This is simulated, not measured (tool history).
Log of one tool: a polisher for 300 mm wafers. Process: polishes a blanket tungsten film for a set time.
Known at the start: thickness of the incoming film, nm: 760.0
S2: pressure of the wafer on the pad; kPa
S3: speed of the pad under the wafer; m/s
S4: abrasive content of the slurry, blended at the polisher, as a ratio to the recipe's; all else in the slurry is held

run 1 hour=0 | flow_of_slurry_(ml/min)=125 S2=17.2 S3=1.42 S4=1 polishing_time_(s)=85 | film_removed_(angstrom)=3829.1
run 2 hour=1.9 | flow_of_slurry_(ml/min)=120 S2=16.5 S3=1.42 S4=1 polishing_time_(s)=85 | film_removed_(angstrom)=3671.9
run 3 hour=8.3 | flow_of_slurry_(ml/min)=115 S2=15.9 S3=1.42 S4=1 polishing_time_(s)=85 | film_removed_(angstrom)=3446.8
run 4 hour=10.4 | flow_of_slurry_(ml/min)=115 S2=15.9 S3=1.42 S4=1 polishing_time_(s)=85 | film_removed_(angstrom)=3500.1
run 5 hour=15.4 | flow_of_slurry_(ml/min)=115 S2=15.9 S3=1.42 S4=1 polishing_time_(s)=85 | film_removed_(angstrom)=3478.7
run 6 hour=18.1 | flow_of_slurry_(ml/min)=110 S2=15.9 S3=1.42 S4=1 polishing_time_(s)=85 | film_removed_(angstrom)=3447.6
run 7 hour=25.9 | flow_of_slurry_(ml/min)=105 S2=15.9 S3=1.42 S4=1 polishing_time_(s)=85 | film_removed_(angstrom)=3340.7
run 8 hour=30.8 | flow_of_slurry_(ml/min)=105 S2=15.9 S3=1.42 S4=1 polishing_time_(s)=85 | film_removed_(angstrom)=3388.6
run 9 hour=34.4 | flow_of_slurry_(ml/min)=80 S2=13.8 S3=1.42 S4=1 polishing_time_(s)=85 | film_removed_(angstrom)=2758.1
run 10 hour=42.5 | flow_of_slurry_(ml/min)=85 S2=13.8 S3=1.42 S4=1 polishing_time_(s)=85 | film_removed_(angstrom)=2828.3
run 11 hour=47.4 | flow_of_slurry_(ml/min)=85 S2=13.8 S3=1.42 S4=1 polishing_time_(s)=85 | film_removed_(angstrom)=2789

Run 12 comes next. What will it give?
run 12 hour=52.2 | flow_of_slurry_(ml/min)=120 S2=14.5 S3=1.42 S4=1 polishing_time_(s)=85 | film_removed_(angstrom)=?

film removed (angstrom): 3239
